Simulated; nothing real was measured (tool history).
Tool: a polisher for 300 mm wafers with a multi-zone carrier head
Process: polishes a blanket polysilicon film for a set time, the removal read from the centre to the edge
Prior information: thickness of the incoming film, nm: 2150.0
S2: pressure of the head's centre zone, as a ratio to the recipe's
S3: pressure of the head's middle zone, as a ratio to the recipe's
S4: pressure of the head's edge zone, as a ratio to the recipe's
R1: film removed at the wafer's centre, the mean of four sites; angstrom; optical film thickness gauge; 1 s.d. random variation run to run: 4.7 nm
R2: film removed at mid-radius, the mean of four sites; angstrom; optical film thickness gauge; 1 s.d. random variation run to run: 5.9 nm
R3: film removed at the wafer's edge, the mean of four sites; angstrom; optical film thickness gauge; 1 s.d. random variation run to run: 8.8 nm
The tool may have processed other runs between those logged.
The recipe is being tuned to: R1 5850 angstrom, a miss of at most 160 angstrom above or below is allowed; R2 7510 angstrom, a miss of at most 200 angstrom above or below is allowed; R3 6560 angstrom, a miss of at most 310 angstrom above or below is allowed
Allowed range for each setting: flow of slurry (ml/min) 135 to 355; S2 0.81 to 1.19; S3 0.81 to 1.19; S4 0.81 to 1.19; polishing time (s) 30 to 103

{"run": 1, "day": 0.0, "flow of slurry (ml/min)": 225, "S2": 1, "S3": 1, "S4": 1, "polishing time (s)": 66, "R1": 6073.5, "R2": 6585.8, "R3": 6348.2}
{"run": 2, "day": 0.038, "flow of slurry (ml/min)": 225, "S2": 0.97, "S3": 1, "S4": 1, "polishing time (s)": 66, "R1": 5964.1, "R2": 6610.8, "R3": 6419.6}
{"run": 3, "day": 0.075, "flow of slurry (ml/min)": 260, "S2": 0.97, "S3": 1, "S4": 1, "polishing time (s)": 66, "R1": 6088.2, "R2": 6696.7, "R3": 6406.8}
{"run": 4, "day": 0.321, "flow of slurry (ml/min)": 260, "S2": 0.97, "S3": 1, "S4": 1, "polishing time (s)": 55, "R1": 5070, "R2": 5630.3, "R3": 5392.8}
{"run": 5, "day": 0.383, "flow of slurry (ml/min)": 260, "S2": 0.97, "S3": 1.04, "S4": 1.03, "polishing time (s)": 57, "R1": 5257.5, "R2": 5941.6, "R3": 5663.7}
{"run": 6, "day": 0.675, "flow of slurry (ml/min)": 260, "S2": 1.06, "S3": 1.04, "S4": 1.03, "polishing time (s)": 57, "R1": 5864.8, "R2": 5937.2, "R3": 5848.9}
{"run": 7, "day": 0.962, "flow of slurry (ml/min)": 260, "S2": 1.06, "S3": 1.04, "S4": 1.03, "polishing time (s)": 57, "R1": 5760.6, "R2": 6009.7, "R3": 5849.1}
{"run": 8, "day": 1.067, "flow of slurry (ml/min)": 260, "S2": 1.06, "S3": 1.04, "S4": 1.03, "polishing time (s)": 57, "R1": 5799.9, "R2": 5983.7, "R3": 5574.9}
{"run": 9, "day": 1.346, "flow of slurry (ml/min)": 260, "S2": 1.04, "S3": 1.07, "S4": 1.04, "polishing time (s)": 59, "R1": 5892.6, "R2": 6267.8, "R3": 6021.3}

Below are 4 possible settings for the next run. Only one of them brings all results inside the allowed miss of their targets. Which is it?
{"run": "A", "day": 1.625, "flow of slurry (ml/min)": 275, "S2": 1.12, "S3": 1.04, "S4": 1.01, "polishing time (s)": 54, "R1": "?", "R2": "?", "R3": "?"}
{"run": "B", "day": 1.625, "flow of slurry (ml/min)": 330, "S2": 1.08, "S3": 0.98, "S4": 0.89, "polishing time (s)": 58, "R1": "?", "R2": "?", "R3": "?"}
{"run": "C", "day": 1.625, "flow of slurry (ml/min)": 265, "S2": 0.93, "S3": 1.15, "S4": 1, "polishing time (s)": 66, "R1": "?", "R2": "?", "R3": "?"}
{"run": "D", "day": 1.625, "flow of slurry (ml/min)": 300, "S2": 1.13, "S3": 0.92, "S4": 1.19, "polishing time (s)": 54, "R1": "?", "R2": "?", "R3": "?"}

move=A R1=5794.4 R2=5710.2 R3=5423.4
move=B R1=6117 R2=5939.8 R3=5568.3
move=C R1=5850.6 R2=7583.2 R3=6567
move=D R1=5899.7 R2=5195.1 R3=5941.4
A: moves away from the targets compared with the last run
B: moves away from the targets compared with the last run
C: all results land within tolerance of their targets
D: moves away from the targets compared with the last run
The move that meets every target is C.

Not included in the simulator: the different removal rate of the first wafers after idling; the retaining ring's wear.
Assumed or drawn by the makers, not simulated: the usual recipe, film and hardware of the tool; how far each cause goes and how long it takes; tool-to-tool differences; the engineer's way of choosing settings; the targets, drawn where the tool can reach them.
